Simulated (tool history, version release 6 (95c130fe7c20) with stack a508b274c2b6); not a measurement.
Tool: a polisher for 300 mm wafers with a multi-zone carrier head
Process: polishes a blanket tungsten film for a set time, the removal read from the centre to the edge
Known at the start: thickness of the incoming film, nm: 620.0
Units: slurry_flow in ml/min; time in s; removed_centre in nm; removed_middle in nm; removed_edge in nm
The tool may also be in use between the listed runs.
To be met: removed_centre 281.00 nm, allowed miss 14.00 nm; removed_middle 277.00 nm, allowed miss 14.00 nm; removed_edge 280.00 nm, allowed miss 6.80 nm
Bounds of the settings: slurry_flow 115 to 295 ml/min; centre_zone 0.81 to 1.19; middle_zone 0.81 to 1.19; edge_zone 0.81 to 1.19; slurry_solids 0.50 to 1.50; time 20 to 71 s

run	day	slurry_flow	centre_zone	middle_zone	edge_zone	slurry_solids	time	removed_centre	removed_middle	removed_edge
1	0.000	190	1.00	1.00	1.00	1.00	45	185.77	184.63	190.83
2	0.308	190	1.08	1.00	1.00	1.00	45	191.00	186.76	190.73
3	0.346	190	1.08	0.95	1.00	1.00	45	195.86	179.31	190.60
4	0.425	200	1.09	0.97	1.02	1.10	46	201.35	184.58	201.72
5	0.704	205	1.10	0.99	1.01	1.15	48	210.65	202.06	216.93
6	0.771	205	1.10	0.99	1.01	1.15	42	187.55	176.13	187.49
7	0.825	210	1.12	1.00	0.99	1.20	45	208.78	200.87	202.12
8	1.000	215	1.13	1.01	0.99	1.25	47	221.05	212.32	212.37
9	1.179	220	1.14	1.02	1.00	1.30	48	227.08	216.30	219.83
10	1.367	245	1.17	1.12	1.06	1.50	57	293.95	291.72	280.96

Which of these 5 next moves meets every target?
A	1.554	240	1.13	1.10	1.12	1.50	55	?	?	?
B	1.554	270	1.19	1.16	0.85	1.30	62	?	?	?
C	1.554	210	1.07	1.19	0.93	1.50	61	?	?	?
D	1.554	225	1.12	1.19	0.97	1.50	59	?	?	?
E	1.554	255	1.18	1.17	0.91	1.50	60	?	?	?

move	removed_centre	removed_middle	removed_edge
A	279.69	273.26	279.30
B	320.20	314.40	270.35
C	293.02	317.17	279.87
D	295.57	309.72	277.89
E	317.15	315.62	278.02
A: meets every target
B: further off than the last run
C: further off than the last run
D: further off than the last run
E: further off than the last run
Move A is the one to make.
